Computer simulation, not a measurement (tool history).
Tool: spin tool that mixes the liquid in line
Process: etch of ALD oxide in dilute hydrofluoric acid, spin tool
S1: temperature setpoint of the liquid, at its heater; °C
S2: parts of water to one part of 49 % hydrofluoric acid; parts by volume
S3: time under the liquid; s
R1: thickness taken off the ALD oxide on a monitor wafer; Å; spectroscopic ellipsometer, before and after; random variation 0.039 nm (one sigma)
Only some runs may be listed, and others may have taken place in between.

run,hour,S1,S2,S3,R1
1,0.0,25.0,295,315,87.833
2,5.0,23.5,295,315,83.727
3,12.9,22.5,295,315,80.248
4,19.9,22.5,295,335,85.778
5,23.7,22.5,295,335,86.312
6,28.1,21.0,295,335,81.929

Run 7 is up next; what results do you expect?
7,31.1,20.0,295,335,?

Run 7 produced R1 77.670 Å.
